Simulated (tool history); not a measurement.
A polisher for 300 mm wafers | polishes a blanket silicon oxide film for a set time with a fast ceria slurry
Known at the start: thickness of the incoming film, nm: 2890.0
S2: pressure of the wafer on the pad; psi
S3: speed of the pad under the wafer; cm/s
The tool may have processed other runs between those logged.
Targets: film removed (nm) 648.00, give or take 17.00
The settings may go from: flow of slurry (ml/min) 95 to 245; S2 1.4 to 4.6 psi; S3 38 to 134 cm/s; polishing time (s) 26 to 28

{"run": 1, "hour": 0.0, "flow of slurry (ml/min)": 155, "S2": 3.0, "S3": 86, "polishing time (s)": 28, "film removed (nm)": 484.33}
{"run": 2, "hour": 3.0, "flow of slurry (ml/min)": 160, "S2": 3.1, "S3": 86, "polishing time (s)": 28, "film removed (nm)": 504.58}
{"run": 3, "hour": 7.5, "flow of slurry (ml/min)": 165, "S2": 3.2, "S3": 86, "polishing time (s)": 28, "film removed (nm)": 508.97}
{"run": 4, "hour": 10.8, "flow of slurry (ml/min)": 165, "S2": 3.2, "S3": 86, "polishing time (s)": 28, "film removed (nm)": 500.94}
{"run": 5, "hour": 15.3, "flow of slurry (ml/min)": 165, "S2": 3.2, "S3": 72, "polishing time (s)": 28, "film removed (nm)": 441.21}
{"run": 6, "hour": 18.0, "flow of slurry (ml/min)": 165, "S2": 3.2, "S3": 58, "polishing time (s)": 28, "film removed (nm)": 365.64}
{"run": 7, "hour": 19.9, "flow of slurry (ml/min)": 165, "S2": 3.4, "S3": 60, "polishing time (s)": 28, "film removed (nm)": 390.46}
{"run": 8, "hour": 23.1, "flow of slurry (ml/min)": 170, "S2": 3.6, "S3": 62, "polishing time (s)": 28, "film removed (nm)": 422.46}
{"run": 9, "hour": 28.9, "flow of slurry (ml/min)": 170, "S2": 3.8, "S3": 64, "polishing time (s)": 28, "film removed (nm)": 449.07}
{"run": 10, "hour": 32.5, "flow of slurry (ml/min)": 170, "S2": 3.9, "S3": 66, "polishing time (s)": 28, "film removed (nm)": 476.98}
{"run": 11, "hour": 37.3, "flow of slurry (ml/min)": 170, "S2": 4.0, "S3": 68, "polishing time (s)": 28, "film removed (nm)": 505.67}
{"run": 12, "hour": 38.6, "flow of slurry (ml/min)": 170, "S2": 4.1, "S3": 70, "polishing time (s)": 28, "film removed (nm)": 524.41}
{"run": 13, "hour": 44.3, "flow of slurry (ml/min)": 170, "S2": 4.2, "S3": 72, "polishing time (s)": 28, "film removed (nm)": 546.26}
{"run": 14, "hour": 48.5, "flow of slurry (ml/min)": 170, "S2": 4.3, "S3": 72, "polishing time (s)": 28, "film removed (nm)": 555.16}
{"run": 15, "hour": 56.2, "flow of slurry (ml/min)": 175, "S2": 4.3, "S3": 72, "polishing time (s)": 28, "film removed (nm)": 560.59}
{"run": 16, "hour": 58.0, "flow of slurry (ml/min)": 180, "S2": 4.5, "S3": 76, "polishing time (s)": 28, "film removed (nm)": 617.37}

4 candidate next runs follow, results not yet known. Just one meets every target within its allowed miss. Identify it.
{"run": "A", "hour": 59.8, "flow of slurry (ml/min)": 205, "S2": 3.6, "S3": 86, "polishing time (s)": 28, "film removed (nm)": "?"}
{"run": "B", "hour": 59.8, "flow of slurry (ml/min)": 165, "S2": 4.6, "S3": 70, "polishing time (s)": 28, "film removed (nm)": "?"}
{"run": "C", "hour": 59.8, "flow of slurry (ml/min)": 160, "S2": 4.6, "S3": 88, "polishing time (s)": 26, "film removed (nm)": "?"}
{"run": "D", "hour": 59.8, "flow of slurry (ml/min)": 210, "S2": 4.6, "S3": 70, "polishing time (s)": 28, "film removed (nm)": "?"}

move=A film_removed_(nm)=577.67
move=B film_removed_(nm)=580.73
move=C film_removed_(nm)=658.23
move=D film_removed_(nm)=594.32
A: lands further from the targets than the last run did
B: lands further from the targets than the last run did
C: all results in spec
D: lands further from the targets than the last run did
So the answer is move C, the one that meets all the targets.
